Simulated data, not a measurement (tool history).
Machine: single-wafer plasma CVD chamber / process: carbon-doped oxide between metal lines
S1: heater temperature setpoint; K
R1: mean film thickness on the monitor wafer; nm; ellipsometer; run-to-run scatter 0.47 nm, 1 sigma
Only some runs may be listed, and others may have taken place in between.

Run 1, day 0: S1 608.15 K, chamber pressure (Pa) 716, RF power (kW) 0.615, deposition time (s) 9.9. Result: R1 67.027 nm.
Run 2, day 0.112: S1 608.15 K, chamber pressure (Pa) 660, RF power (kW) 0.615, deposition time (s) 9.9. Result: R1 66.463 nm.
Run 3, day 0.179: S1 604.15 K, chamber pressure (Pa) 699, RF power (kW) 0.655, deposition time (s) 9.9. Result: R1 71.08 nm.
Run 4, day 0.308: S1 600.15 K, chamber pressure (Pa) 732, RF power (kW) 0.67, deposition time (s) 9.9. Result: R1 73.896 nm.
Run 5, day 0.646: S1 600.15 K, chamber pressure (Pa) 635, RF power (kW) 0.67, deposition time (s) 9.9. Result: R1 72.284 nm.
Run 6, day 0.804: S1 600.15 K, chamber pressure (Pa) 635, RF power (kW) 0.67, deposition time (s) 9.5. Result: R1 69.413 nm.
Run 7, day 1.046: S1 598.15 K, chamber pressure (Pa) 695, RF power (kW) 0.69, deposition time (s) 9.5. Result: R1 71.189 nm.

What will run 8 give?
Run 8, day 1.117: S1 596.15 K, chamber pressure (Pa) 711, RF power (kW) 0.72, deposition time (s) 9.5. Result: R1 ?.

For run 8 the tool returned R1 74.08 nm.
